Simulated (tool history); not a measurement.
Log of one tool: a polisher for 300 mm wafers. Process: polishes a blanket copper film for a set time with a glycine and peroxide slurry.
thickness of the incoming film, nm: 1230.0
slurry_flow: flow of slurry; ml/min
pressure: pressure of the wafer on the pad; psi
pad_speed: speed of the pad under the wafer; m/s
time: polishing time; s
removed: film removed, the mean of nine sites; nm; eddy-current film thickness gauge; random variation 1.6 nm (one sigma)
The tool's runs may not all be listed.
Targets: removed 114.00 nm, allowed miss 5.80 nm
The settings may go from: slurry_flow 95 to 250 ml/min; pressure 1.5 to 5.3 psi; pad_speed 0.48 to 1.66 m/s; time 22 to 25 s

run	hour	slurry_flow	pressure	pad_speed	time	removed
1	0.0	160	3.4	1.06	25	161.59
2	1.8	160	3.2	1.06	25	150.32
3	6.9	160	3.1	1.06	25	148.88
4	8.0	160	3.1	1.06	22	131.00
5	16.0	160	3.1	1.06	22	132.27
6	23.0	160	3.6	1.06	22	146.82
7	24.8	160	3.4	1.06	22	141.57
# hour 31.7: worn pad replaced by a new one
8	31.7	160	3.3	1.06	22	152.98
9	37.7	160	3.1	1.06	22	145.91
10	43.2	160	3.0	1.02	22	131.05
11	47.9	160	2.9	1.02	22	134.90
12	49.6	160	2.7	1.00	22	121.98

5 next moves are on the table. One of them brings every result within its allowed miss. Which?
A	51.3	160	1.8	1.50	23	?
B	51.3	130	2.8	0.78	22	?
C	51.3	160	2.3	0.96	23	?
D	51.3	160	2.4	0.88	22	?
E	51.3	95	2.0	1.44	24	?

move	removed
A	132.64
B	102.99
C	113.09
D	104.76
E	127.36
A: further off than the last run
B: takes the result that was furthest off past its target
C: meets every target
D: takes the result that was furthest off past its target
E: further off than the last run
Answer: C
